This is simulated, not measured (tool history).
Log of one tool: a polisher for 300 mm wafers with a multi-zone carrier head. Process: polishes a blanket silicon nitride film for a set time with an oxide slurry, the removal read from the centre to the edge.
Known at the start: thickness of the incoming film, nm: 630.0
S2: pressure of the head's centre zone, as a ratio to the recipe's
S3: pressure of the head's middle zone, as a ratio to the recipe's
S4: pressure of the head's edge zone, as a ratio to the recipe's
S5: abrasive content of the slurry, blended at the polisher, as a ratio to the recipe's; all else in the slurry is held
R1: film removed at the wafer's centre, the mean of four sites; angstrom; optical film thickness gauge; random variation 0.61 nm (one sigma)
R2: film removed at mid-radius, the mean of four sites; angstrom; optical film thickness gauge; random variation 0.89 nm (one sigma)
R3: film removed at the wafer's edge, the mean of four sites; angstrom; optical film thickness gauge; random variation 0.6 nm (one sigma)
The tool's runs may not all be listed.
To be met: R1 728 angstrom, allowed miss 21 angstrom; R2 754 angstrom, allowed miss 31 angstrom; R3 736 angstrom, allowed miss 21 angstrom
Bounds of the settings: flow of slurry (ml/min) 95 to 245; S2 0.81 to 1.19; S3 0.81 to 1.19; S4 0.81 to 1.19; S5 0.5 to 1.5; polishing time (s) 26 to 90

run 1 hour=0 | flow_of_slurry_(ml/min)=155 S2=1 S3=1 S4=1 S5=1 polishing_time_(s)=58 | R1=538.39 R2=551.97 R3=538.36
run 2 hour=6.9 | flow_of_slurry_(ml/min)=155 S2=1 S3=1 S4=1 S5=1 polishing_time_(s)=65 | R1=595.61 R2=617.88 R3=605.07
run 3 hour=7.7 | flow_of_slurry_(ml/min)=170 S2=1.01 S3=1.02 S4=1.04 S5=1.05 polishing_time_(s)=65 | R1=624.34 R2=651.53 R3=631.91
run 4 hour=11.1 | flow_of_slurry_(ml/min)=180 S2=1.02 S3=1.03 S4=1.07 S5=1.1 polishing_time_(s)=65 | R1=664.22 R2=670.01 R3=675.95
run 5 hour=16.8 | flow_of_slurry_(ml/min)=190 S2=1.02 S3=1.05 S4=1.08 S5=1.1 polishing_time_(s)=65 | R1=666.35 R2=686.72 R3=681.08
run 6 hour=25.7 | flow_of_slurry_(ml/min)=190 S2=1.05 S3=1.05 S4=1.08 S5=1.1 polishing_time_(s)=65 | R1=683.5 R2=709.07 R3=677.99
run 7 hour=29.8 | flow_of_slurry_(ml/min)=200 S2=1.05 S3=1.06 S4=1.1 S5=1.1 polishing_time_(s)=65 | R1=685 R2=702.8 R3=691.09
run 8 hour=34 | flow_of_slurry_(ml/min)=205 S2=1.06 S3=1.07 S4=1.11 S5=1.1 polishing_time_(s)=65 | R1=682.7 R2=714.35 R3=686.32
run 9 hour=40.8 | flow_of_slurry_(ml/min)=210 S2=1.07 S3=1.07 S4=1.12 S5=1.1 polishing_time_(s)=65 | R1=695.78 R2=720.67 R3=697.27
run 10 hour=44.4 | flow_of_slurry_(ml/min)=215 S2=1.07 S3=1.07 S4=1.13 S5=1.1 polishing_time_(s)=65 | R1=700.65 R2=725.73 R3=699.45
run 11 hour=45.3 | flow_of_slurry_(ml/min)=215 S2=1.07 S3=1.07 S4=1.13 S5=1.1 polishing_time_(s)=65 | R1=703.3 R2=719.11 R3=695.59
run 12 hour=50 | flow_of_slurry_(ml/min)=215 S2=1.07 S3=1.08 S4=1.14 S5=1.1 polishing_time_(s)=65 | R1=695.37 R2=738.34 R3=699
run 13 hour=52.6 | flow_of_slurry_(ml/min)=220 S2=1.07 S3=1.08 S4=1.15 S5=1.1 polishing_time_(s)=65 | R1=696.61 R2=735.48 R3=708.33

Which of these 4 next moves meets every target?
run A hour=55.2 | flow_of_slurry_(ml/min)=215 S2=1.03 S3=1.06 S4=1.11 S5=1.3 polishing_time_(s)=63 | R1=? R2=? R3=?
run B hour=55.2 | flow_of_slurry_(ml/min)=230 S2=1.06 S3=1.16 S4=1.18 S5=1 polishing_time_(s)=67 | R1=? R2=? R3=?
run C hour=55.2 | flow_of_slurry_(ml/min)=215 S2=1.15 S3=1.15 S4=1.11 S5=1.3 polishing_time_(s)=58 | R1=? R2=? R3=?
run D hour=55.2 | flow_of_slurry_(ml/min)=210 S2=1.04 S3=1.18 S4=1.15 S5=0.9 polishing_time_(s)=72 | R1=? R2=? R3=?

move=A R1=724.75 R2=750.42 R3=748.63
move=B R1=681.49 R2=746.26 R3=708.93
move=C R1=720.26 R2=740.52 R3=688.39
move=D R1=661.41 R2=745.52 R3=690.21
A: meets every target
B: further off than the last run
C: brings the result that was furthest off to its target, and leaves another outside
D: further off than the last run
Move A is the one to make.
